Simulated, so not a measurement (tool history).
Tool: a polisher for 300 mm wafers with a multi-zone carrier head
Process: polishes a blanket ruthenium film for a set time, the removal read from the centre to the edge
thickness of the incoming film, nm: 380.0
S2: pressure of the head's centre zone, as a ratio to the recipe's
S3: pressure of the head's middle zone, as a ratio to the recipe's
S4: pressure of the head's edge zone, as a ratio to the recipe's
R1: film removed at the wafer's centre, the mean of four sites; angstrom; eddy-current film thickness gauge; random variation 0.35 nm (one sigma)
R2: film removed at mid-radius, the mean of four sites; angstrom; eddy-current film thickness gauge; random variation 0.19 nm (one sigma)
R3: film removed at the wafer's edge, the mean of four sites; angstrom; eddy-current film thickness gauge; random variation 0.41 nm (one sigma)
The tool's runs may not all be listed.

Run 1, hour 0.0: flow of slurry (ml/min) 125, S2 1.00, S3 1.00, S4 1.00, polishing time (s) 47. Result: R1 416.95 angstrom, R2 404.80 angstrom, R3 421.30 angstrom.
Run 2, hour 2.1: flow of slurry (ml/min) 115, S2 0.98, S3 0.95, S4 0.96, polishing time (s) 44. Result: R1 370.77 angstrom, R2 357.29 angstrom, R3 387.61 angstrom.
Run 3, hour 9.0: flow of slurry (ml/min) 110, S2 0.98, S3 0.92, S4 0.93, polishing time (s) 41. Result: R1 337.48 angstrom, R2 322.38 angstrom, R3 352.19 angstrom.
Run 4, hour 15.2: flow of slurry (ml/min) 110, S2 0.98, S3 0.92, S4 0.98, polishing time (s) 41. Result: R1 344.29 angstrom, R2 322.06 angstrom, R3 366.76 angstrom.
Run 5, hour 23.8: flow of slurry (ml/min) 110, S2 0.98, S3 0.92, S4 1.07, polishing time (s) 41. Result: R1 341.12 angstrom, R2 324.71 angstrom, R3 381.30 angstrom.
Run 6, hour 28.3: flow of slurry (ml/min) 110, S2 0.90, S3 0.92, S4 1.07, polishing time (s) 41. Result: R1 310.80 angstrom, R2 320.81 angstrom, R3 384.79 angstrom.
Run 7, hour 32.6: flow of slurry (ml/min) 105, S2 0.93, S3 0.90, S4 1.01, polishing time (s) 40. Result: R1 309.61 angstrom, R2 303.85 angstrom, R3 353.68 angstrom.
Run 8, hour 41.2: flow of slurry (ml/min) 100, S2 0.94, S3 0.88, S4 0.97, polishing time (s) 40. Result: R1 299.19 angstrom, R2 292.35 angstrom, R3 340.49 angstrom.
Run 9, hour 43.5: flow of slurry (ml/min) 95, S2 0.96, S3 0.87, S4 0.94, polishing time (s) 40. Result: R1 301.66 angstrom, R2 286.24 angstrom, R3 337.13 angstrom.

Run 10 comes next. What will it give?
Run 10, hour 49.4: flow of slurry (ml/min) 90, S2 0.98, S3 0.86, S4 0.91, polishing time (s) 40. Result: R1 ?, R2 ?, R3 ?.

R1: 311.05 angstrom
R2: 277.96 angstrom
R3: 322.31 angstrom
